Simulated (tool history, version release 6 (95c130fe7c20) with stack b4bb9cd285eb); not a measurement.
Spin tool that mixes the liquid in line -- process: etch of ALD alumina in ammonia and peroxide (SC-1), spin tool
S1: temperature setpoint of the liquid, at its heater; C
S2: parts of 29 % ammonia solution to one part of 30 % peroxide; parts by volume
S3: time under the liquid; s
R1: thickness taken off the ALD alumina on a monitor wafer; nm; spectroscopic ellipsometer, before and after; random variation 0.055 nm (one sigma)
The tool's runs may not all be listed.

run	day	S1	S2	S3	R1
1	0.000	57.0	0.65	285	11.9120
2	0.075	57.0	0.65	305	12.5260
3	0.133	50.5	0.65	305	8.9288
4	0.204	48.5	0.65	305	7.9275
5	0.254	48.5	0.65	305	7.9789
6	0.575	54.0	0.65	305	10.8360
7	0.675	51.0	0.65	305	9.0787

What does the tool deliver on the next run?
8	0.967	43.0	0.65	305	?

R1: 5.8366 nm
